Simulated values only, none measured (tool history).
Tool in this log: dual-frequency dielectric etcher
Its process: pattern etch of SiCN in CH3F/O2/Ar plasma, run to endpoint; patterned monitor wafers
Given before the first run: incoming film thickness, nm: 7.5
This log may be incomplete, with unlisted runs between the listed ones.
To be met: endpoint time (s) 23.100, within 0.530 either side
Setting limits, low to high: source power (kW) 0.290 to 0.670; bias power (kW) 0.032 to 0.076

{"run": 1, "hour": 0.0, "source power (kW)": 0.48, "bias power (kW)": 0.054, "endpoint time (s)": 20.277}
{"run": 2, "hour": 8.9, "source power (kW)": 0.46, "bias power (kW)": 0.053, "endpoint time (s)": 20.678}
{"run": 3, "hour": 12.8, "source power (kW)": 0.44, "bias power (kW)": 0.052, "endpoint time (s)": 21.167}
{"run": 4, "hour": 15.4, "source power (kW)": 0.43, "bias power (kW)": 0.052, "endpoint time (s)": 21.609}
{"run": 5, "hour": 20.1, "source power (kW)": 0.43, "bias power (kW)": 0.06, "endpoint time (s)": 20.944}
{"run": 6, "hour": 27.3, "source power (kW)": 0.49, "bias power (kW)": 0.06, "endpoint time (s)": 19.407}
{"hour": 34.2, "done": "source power generator calibrated"}
{"run": 7, "hour": 34.2, "source power (kW)": 0.47, "bias power (kW)": 0.059, "endpoint time (s)": 20.601}
{"run": 8, "hour": 35.7, "source power (kW)": 0.47, "bias power (kW)": 0.059, "endpoint time (s)": 20.618}
{"run": 9, "hour": 38.5, "source power (kW)": 0.45, "bias power (kW)": 0.059, "endpoint time (s)": 20.646}
{"run": 10, "hour": 46.9, "source power (kW)": 0.43, "bias power (kW)": 0.058, "endpoint time (s)": 21.658}

Which of these 4 next moves meets every target?
{"run": "A", "hour": 55.3, "source power (kW)": 0.45, "bias power (kW)": 0.063, "endpoint time (s)": "?"}
{"run": "B", "hour": 55.3, "source power (kW)": 0.46, "bias power (kW)": 0.047, "endpoint time (s)": "?"}
{"run": "C", "hour": 55.3, "source power (kW)": 0.37, "bias power (kW)": 0.06, "endpoint time (s)": "?"}
{"run": "D", "hour": 55.3, "source power (kW)": 0.46, "bias power (kW)": 0.057, "endpoint time (s)": "?"}

move=A endpoint_time_(s)=20.407
move=B endpoint_time_(s)=21.661
move=C endpoint_time_(s)=22.935
move=D endpoint_time_(s)=20.695
A: moves away from the targets compared with the last run
B: neither nearer nor further off than the last run
C: every result within its allowed miss
D: moves away from the targets compared with the last run
Move C is the one to make.
